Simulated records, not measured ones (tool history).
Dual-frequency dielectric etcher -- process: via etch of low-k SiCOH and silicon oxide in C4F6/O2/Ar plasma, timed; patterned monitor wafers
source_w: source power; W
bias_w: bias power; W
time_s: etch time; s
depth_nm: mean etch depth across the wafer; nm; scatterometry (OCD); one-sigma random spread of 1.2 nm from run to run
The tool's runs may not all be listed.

{"run": 1, "hour": 0.0, "source_w": 310, "bias_w": 225, "time_s": 129.0, "depth_nm": 325.83}
{"run": 2, "hour": 3.8, "source_w": 310, "bias_w": 254, "time_s": 129.0, "depth_nm": 339.96}
{"run": 3, "hour": 11.1, "source_w": 330, "bias_w": 256, "time_s": 129.0, "depth_nm": 347.82}
{"run": 4, "hour": 14.1, "source_w": 350, "bias_w": 256, "time_s": 129.0, "depth_nm": 356.15}
{"run": 5, "hour": 19.6, "source_w": 360, "bias_w": 257, "time_s": 129.0, "depth_nm": 358.9}
{"run": 6, "hour": 23.6, "source_w": 360, "bias_w": 225, "time_s": 129.0, "depth_nm": 341.61}
{"run": 7, "hour": 28.7, "source_w": 370, "bias_w": 232, "time_s": 129.0, "depth_nm": 348.41}

Predict the results of run 8:
{"run": 8, "hour": 33.7, "source_w": 380, "bias_w": 238, "time_s": 129.0, "depth_nm": "?"}

Run 8 yielded depth_nm 355.69 nm.

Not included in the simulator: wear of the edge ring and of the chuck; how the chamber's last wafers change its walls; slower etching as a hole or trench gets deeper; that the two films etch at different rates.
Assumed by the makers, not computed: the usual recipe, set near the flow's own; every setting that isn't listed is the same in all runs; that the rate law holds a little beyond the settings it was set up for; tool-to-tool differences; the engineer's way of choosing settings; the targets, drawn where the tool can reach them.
